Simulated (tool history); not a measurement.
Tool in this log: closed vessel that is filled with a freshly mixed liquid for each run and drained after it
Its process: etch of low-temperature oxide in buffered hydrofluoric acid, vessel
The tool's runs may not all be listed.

| run | day | temperature setpoint of the liquid (°C) | parts of 40 % ammonium fluoride to one part of 49 % hydrofluoric acid (parts by volume) | time in the liquid (s) | thickness taken off the low-temperature oxide on a monitor wafer (nm) |
|---|---|---|---|---|---|
| 1 | 0.000 | 21.0 | 12.0 | 95 | 227.94 |
| 2 | 0.321 | 21.0 | 15.5 | 95 | 175.32 |
| 3 | 0.388 | 21.0 | 15.5 | 105 | 196.02 |
| 4 | 0.625 | 21.0 | 19.0 | 105 | 160.06 |
| 5 | 0.658 | 20.0 | 19.0 | 105 | 154.07 |
| 6 | 0.829 | 20.0 | 20.0 | 105 | 142.36 |
| 7 | 0.971 | 19.5 | 20.0 | 105 | 142.81 |

The next listed run, before its measurement:
| 8 | 1.267 | 19.0 | 20.0 | 105 | ? |

thickness taken off the low-temperature oxide on a monitor wafer (nm): 137.19
